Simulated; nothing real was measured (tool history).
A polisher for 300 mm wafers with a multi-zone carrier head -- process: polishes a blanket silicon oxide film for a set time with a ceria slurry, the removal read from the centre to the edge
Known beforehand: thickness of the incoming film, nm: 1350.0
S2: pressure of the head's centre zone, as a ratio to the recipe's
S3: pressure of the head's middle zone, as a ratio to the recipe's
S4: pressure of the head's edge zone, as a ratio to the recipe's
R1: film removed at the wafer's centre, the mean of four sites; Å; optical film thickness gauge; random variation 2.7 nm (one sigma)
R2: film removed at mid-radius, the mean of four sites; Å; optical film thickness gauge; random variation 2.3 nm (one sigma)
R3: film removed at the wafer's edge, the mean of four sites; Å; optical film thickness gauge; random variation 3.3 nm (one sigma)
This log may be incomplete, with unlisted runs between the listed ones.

Run 1, hour 0.0: flow of slurry (ml/min) 275, S2 1.00, S3 1.00, S4 1.00, polishing time (s) 44. Result: R1 2458.2 Å, R2 2332.7 Å, R3 2356.5 Å.
Run 2, hour 2.4: flow of slurry (ml/min) 285, S2 1.03, S3 1.03, S4 1.04, polishing time (s) 46. Result: R1 2683.3 Å, R2 2532.2 Å, R3 2514.9 Å.
Run 3, hour 5.5: flow of slurry (ml/min) 290, S2 1.04, S3 1.05, S4 1.07, polishing time (s) 47. Result: R1 2739.7 Å, R2 2578.4 Å, R3 2623.4 Å.
Run 4, hour 9.3: flow of slurry (ml/min) 290, S2 1.04, S3 1.09, S4 1.07, polishing time (s) 47. Result: R1 2784.1 Å, R2 2718.8 Å, R3 2636.2 Å.
Run 5, hour 14.3: flow of slurry (ml/min) 290, S2 1.04, S3 1.02, S4 1.07, polishing time (s) 47. Result: R1 2747.5 Å, R2 2546.3 Å, R3 2631.2 Å.
Run 6, hour 16.0: flow of slurry (ml/min) 300, S2 1.06, S3 1.06, S4 1.09, polishing time (s) 48. Result: R1 2881.3 Å, R2 2706.8 Å, R3 2675.2 Å.
At hour 23.0: centre zone pressure recalibrated.
Run 7, hour 23.0: flow of slurry (ml/min) 295, S2 1.07, S3 1.07, S4 1.10, polishing time (s) 49. Result: R1 2790.8 Å, R2 2815.6 Å, R3 2751.8 Å.
Run 8, hour 23.5: flow of slurry (ml/min) 320, S2 1.06, S3 1.07, S4 1.10, polishing time (s) 50. Result: R1 2905.5 Å, R2 2866.7 Å, R3 2827.0 Å.
Run 9, hour 29.6: flow of slurry (ml/min) 315, S2 1.08, S3 1.07, S4 1.10, polishing time (s) 51. Result: R1 2953.1 Å, R2 2925.7 Å, R3 2854.0 Å.

Run 10 comes next. What will it give?
Run 10, hour 30.7: flow of slurry (ml/min) 310, S2 1.10, S3 1.06, S4 1.09, polishing time (s) 52. Result: R1 ?, R2 ?, R3 ?.

R1: 3079.6 Å
R2: 2946.3 Å
R3: 2898.4 Å
